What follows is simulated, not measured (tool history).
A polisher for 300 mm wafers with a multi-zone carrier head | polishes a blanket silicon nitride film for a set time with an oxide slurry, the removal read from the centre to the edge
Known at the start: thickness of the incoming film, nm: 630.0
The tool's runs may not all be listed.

run	day	flow of slurry (ml/min)	pressure of the head's centre zone	pressure of the head's middle zone	pressure of the head's edge zone	abrasive content of the slurry	polishing time (s)	film removed at the wafer's centre (Å)	film removed at mid-radius (Å)	film removed at the wafer's edge (Å)
1	0.000	215	1.00	1.00	1.00	1.00	88	566.83	572.16	593.53
2	0.304	215	1.00	1.00	1.00	0.85	88	529.36	534.80	547.92
3	0.446	210	0.99	1.00	0.99	0.85	88	529.82	524.17	535.13
4	0.721	240	0.99	1.00	0.99	0.85	88	530.06	540.29	547.03
5	0.858	295	0.99	1.00	0.99	0.85	88	542.78	544.95	557.60
6	1.133	295	0.99	1.00	1.05	0.85	88	539.25	564.05	574.09
7	1.308	295	0.97	1.01	1.04	0.85	88	525.39	546.09	570.02
8	1.621	295	0.96	1.03	1.03	0.85	88	524.71	571.88	573.88
9	1.979	295	0.95	1.03	1.01	0.85	88	529.35	560.71	563.12
10	2.192	295	0.93	1.04	1.01	0.80	88	496.35	550.59	544.60
11	2.258	295	0.92	1.04	1.00	0.80	88	494.06	551.75	554.30
12	2.371	295	0.91	1.04	0.99	0.80	88	476.22	548.03	547.14

Run 13 comes next. What will it give?
13	2.562	295	0.91	1.04	0.98	0.80	88	?	?	?

Run 13 gave film removed at the wafer's centre (Å) 481.62, film removed at mid-radius (Å) 550.65, film removed at the wafer's edge (Å) 540.98.
